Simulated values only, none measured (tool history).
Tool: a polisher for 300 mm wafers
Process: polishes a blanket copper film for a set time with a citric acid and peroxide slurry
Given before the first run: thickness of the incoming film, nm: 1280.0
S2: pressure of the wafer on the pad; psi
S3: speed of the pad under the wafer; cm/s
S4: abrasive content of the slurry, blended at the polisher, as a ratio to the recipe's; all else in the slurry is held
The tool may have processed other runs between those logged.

{"run": 1, "hour": 0.0, "flow of slurry (ml/min)": 165, "S2": 2.2, "S3": 116, "S4": 1, "polishing time (s)": 44, "film removed (angstrom)": 824.81}
{"run": 2, "hour": 1.1, "flow of slurry (ml/min)": 210, "S2": 2.2, "S3": 116, "S4": 1, "polishing time (s)": 44, "film removed (angstrom)": 854.83}
{"run": 3, "hour": 8.7, "flow of slurry (ml/min)": 210, "S2": 2.3, "S3": 116, "S4": 1, "polishing time (s)": 44, "film removed (angstrom)": 878.03}
{"run": 4, "hour": 16.1, "flow of slurry (ml/min)": 210, "S2": 1.8, "S3": 116, "S4": 1, "polishing time (s)": 44, "film removed (angstrom)": 707.88}
{"run": 5, "hour": 18.5, "flow of slurry (ml/min)": 210, "S2": 1.3, "S3": 116, "S4": 1, "polishing time (s)": 44, "film removed (angstrom)": 513.08}
{"run": 6, "hour": 24.9, "flow of slurry (ml/min)": 210, "S2": 1.3, "S3": 116, "S4": 0.9, "polishing time (s)": 44, "film removed (angstrom)": 511.31}

For run 7, what comes out?
{"run": 7, "hour": 27.6, "flow of slurry (ml/min)": 215, "S2": 1.9, "S3": 122, "S4": 0.9, "polishing time (s)": 44, "film removed (angstrom)": "?"}

Run 7 measured film removed (angstrom) 744.99.

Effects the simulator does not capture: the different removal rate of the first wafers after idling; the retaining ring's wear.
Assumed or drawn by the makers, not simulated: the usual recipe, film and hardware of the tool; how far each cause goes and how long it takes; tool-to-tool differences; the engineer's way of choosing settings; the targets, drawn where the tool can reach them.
